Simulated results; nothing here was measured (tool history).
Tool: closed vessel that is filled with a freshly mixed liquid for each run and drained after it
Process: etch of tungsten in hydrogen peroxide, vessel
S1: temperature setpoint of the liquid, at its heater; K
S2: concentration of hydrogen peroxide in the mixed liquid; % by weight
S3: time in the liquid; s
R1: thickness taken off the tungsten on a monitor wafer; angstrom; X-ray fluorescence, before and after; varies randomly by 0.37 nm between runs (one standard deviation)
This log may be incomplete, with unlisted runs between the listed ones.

{"run": 1, "day": 0.0, "S1": 316.15, "S2": 16.5, "S3": 130, "R1": 845.15}
{"run": 2, "day": 0.317, "S1": 316.15, "S2": 18.5, "S3": 130, "R1": 900.08}
{"run": 3, "day": 0.542, "S1": 311.15, "S2": 18.5, "S3": 130, "R1": 650.07}
{"run": 4, "day": 0.658, "S1": 306.15, "S2": 18.5, "S3": 130, "R1": 463.73}
{"run": 5, "day": 0.696, "S1": 311.15, "S2": 18.5, "S3": 130, "R1": 647.92}
{"run": 6, "day": 0.738, "S1": 305.65, "S2": 18.5, "S3": 130, "R1": 450.03}
{"run": 7, "day": 0.979, "S1": 307.65, "S2": 18.5, "S3": 130, "R1": 516.12}

Run 8 has not been measured yet. What should we expect?
{"run": 8, "day": 1.042, "S1": 309.15, "S2": 18.5, "S3": 130, "R1": "?"}

{"run 8": {"R1": 571.52}}

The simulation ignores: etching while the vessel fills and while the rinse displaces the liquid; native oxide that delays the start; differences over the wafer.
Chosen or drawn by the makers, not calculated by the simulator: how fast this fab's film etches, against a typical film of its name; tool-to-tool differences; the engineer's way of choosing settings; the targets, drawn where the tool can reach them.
